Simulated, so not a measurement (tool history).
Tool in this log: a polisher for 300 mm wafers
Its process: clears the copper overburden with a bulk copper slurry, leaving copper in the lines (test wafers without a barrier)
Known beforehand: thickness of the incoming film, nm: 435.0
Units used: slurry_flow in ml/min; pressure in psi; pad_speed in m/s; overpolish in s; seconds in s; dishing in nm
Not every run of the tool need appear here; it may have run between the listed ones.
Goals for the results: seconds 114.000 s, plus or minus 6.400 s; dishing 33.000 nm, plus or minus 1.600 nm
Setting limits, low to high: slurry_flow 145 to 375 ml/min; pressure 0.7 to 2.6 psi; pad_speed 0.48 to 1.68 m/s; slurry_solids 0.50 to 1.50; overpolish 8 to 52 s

run  hour  slurry_flow  pressure  pad_speed  slurry_solids  overpolish  seconds  dishing
  1   0.0          240       1.6       1.08           1.00          26   71.577   70.795
  2   8.1          240       1.4       1.08           1.00          22   78.893   61.125
  3   9.6          240       1.3       1.06           1.00          19   82.033   54.418
  4  15.6          240       1.0       1.06           1.00          19  102.310   47.360
  5  23.3          240       0.9       1.06           1.00          17  107.430   40.911
  6  24.8          240       1.0       1.06           1.00          17   99.764   42.829
  7  30.7          240       1.0       1.06           1.00          17   99.609   42.367
  8  33.8          240       0.7       1.08           1.00           8  125.870   19.983
  9  41.4          240       0.8       1.04           1.00           9  121.760   23.059
 10  47.8          240       0.8       1.02           1.00          10  123.020   24.683
 11  51.9          240       0.8       1.00           1.00          11  118.490   26.276
 12  59.1          240       0.8       0.98           1.00          12  128.340   27.992

Which of these 4 next moves meets every target?
  A  66.3          280       0.7       0.86           1.00          11        ?        ?
  B  66.3          215       1.0       0.92           1.15          13        ?        ?
  C  66.3          210       0.7       1.00           0.95          17        ?        ?
  D  66.3          245       0.7       0.90           1.05          18        ?        ?

move  seconds  dishing
   A  148.020   23.115
   B  111.540   33.769
   C  136.740   34.546
   D  143.000   34.858
A: moves away from the targets compared with the last run
B: all results in spec
C: meets the target for the result that was furthest off, but another lies outside its allowed miss
D: the result that was furthest off in the last run now lies on the other side of its target
The right move is B.
